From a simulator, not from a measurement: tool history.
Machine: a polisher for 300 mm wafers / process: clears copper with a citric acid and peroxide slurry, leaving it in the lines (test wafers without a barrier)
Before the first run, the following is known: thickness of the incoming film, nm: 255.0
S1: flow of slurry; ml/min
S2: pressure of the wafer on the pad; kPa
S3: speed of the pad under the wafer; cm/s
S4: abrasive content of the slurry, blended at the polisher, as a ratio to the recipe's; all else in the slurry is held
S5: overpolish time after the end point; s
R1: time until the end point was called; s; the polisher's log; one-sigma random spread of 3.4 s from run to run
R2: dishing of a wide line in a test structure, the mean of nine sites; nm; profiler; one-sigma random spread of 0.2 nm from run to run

| run | hour | S1 | S2 | S3 | S4 | S5 | R1 | R2 |
|---|---|---|---|---|---|---|---|---|
| 1 | 0.0 | 185 | 14.5 | 118 | 1.00 | 17 | 156.59 | 22.433 |
| 2 | 3.0 | 185 | 17.9 | 118 | 1.00 | 17 | 133.75 | 25.729 |
| 3 | 4.3 | 185 | 17.9 | 118 | 1.20 | 17 | 126.27 | 27.253 |
| 4 | 11.0 | 185 | 17.9 | 118 | 1.05 | 17 | 134.71 | 25.809 |
| 5 | 19.0 | 185 | 17.9 | 118 | 1.05 | 21 | 131.50 | 31.601 |
|  | 21.5 | worn pad replaced by a new one |
| 6 | 21.5 | 160 | 17.9 | 118 | 1.05 | 21 | 118.25 | 34.500 |
| 7 | 29.7 | 160 | 15.9 | 116 | 1.05 | 18 | 133.98 | 26.211 |
| 8 | 36.7 | 165 | 14.5 | 114 | 1.05 | 16 | 146.28 | 22.013 |
| 9 | 41.7 | 175 | 13.1 | 112 | 1.05 | 14 | 153.43 | 18.986 |
| 10 | 43.3 | 185 | 11.7 | 108 | 1.05 | 13 | 170.99 | 15.540 |
| 11 | 48.2 | 195 | 10.3 | 106 | 1.05 | 13 | 181.63 | 14.803 |
| 12 | 50.3 | 195 | 9.7 | 102 | 1.05 | 12 | 192.43 | 12.680 |
| 13 | 53.2 | 195 | 9.0 | 100 | 1.05 | 12 | 209.36 | 12.181 |

Run 14 comes next. What will it give?
| 14 | 53.7 | 195 | 8.3 | 100 | 1.05 | 12 | ? | ? |

Run 14 came out at R1 214.09 s, R2 11.456 nm.

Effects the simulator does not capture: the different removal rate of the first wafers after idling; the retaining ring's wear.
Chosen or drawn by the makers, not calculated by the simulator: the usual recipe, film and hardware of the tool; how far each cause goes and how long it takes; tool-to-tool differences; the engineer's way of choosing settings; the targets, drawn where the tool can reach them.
